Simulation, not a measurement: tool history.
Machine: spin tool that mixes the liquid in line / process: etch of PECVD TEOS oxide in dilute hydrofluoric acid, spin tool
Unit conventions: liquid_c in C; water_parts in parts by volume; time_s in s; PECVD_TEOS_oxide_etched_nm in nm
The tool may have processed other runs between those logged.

run	day	liquid_c	water_parts	time_s	PECVD_TEOS_oxide_etched_nm
1	0	22	130	80	5.387
2	0.125	22	130	80	5.4116
3	0.496	22	170	80	3.927
4	0.746	22	170	55	2.7236
5	0.829	19	170	55	2.4031
6	1.104	19	170	55	2.4165

Run 7 has not been measured yet. What should we expect?
7	1.408	23	170	55	?

Run 7 measured PECVD_TEOS_oxide_etched_nm 2.8223 nm.

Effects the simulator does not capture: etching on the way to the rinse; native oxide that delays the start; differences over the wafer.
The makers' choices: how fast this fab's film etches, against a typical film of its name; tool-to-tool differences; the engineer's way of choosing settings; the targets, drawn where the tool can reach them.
